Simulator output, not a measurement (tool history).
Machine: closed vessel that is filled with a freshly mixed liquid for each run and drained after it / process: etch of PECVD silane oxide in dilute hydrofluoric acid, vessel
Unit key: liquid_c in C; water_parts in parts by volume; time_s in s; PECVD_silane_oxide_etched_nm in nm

run    day  liquid_c  water_parts  time_s  PECVD_silane_oxide_etched_nm
  1  0.000      21.0          290     305                        29.260
  2  0.112      24.5          290     305                        32.630
  3  0.425      24.5          290     305                        32.552
  4  0.483      25.0          280     305                        35.270
  5  0.604      25.5          275     305                        36.756
  6  0.717      26.0          270     305                        38.238
  7  0.800      26.5          265     305                        39.568

Estimate the outcome of run 8 from the log above:
  8  1.133      27.0          260     305                             ?

Run 8 produced PECVD_silane_oxide_etched_nm 40.605 nm.

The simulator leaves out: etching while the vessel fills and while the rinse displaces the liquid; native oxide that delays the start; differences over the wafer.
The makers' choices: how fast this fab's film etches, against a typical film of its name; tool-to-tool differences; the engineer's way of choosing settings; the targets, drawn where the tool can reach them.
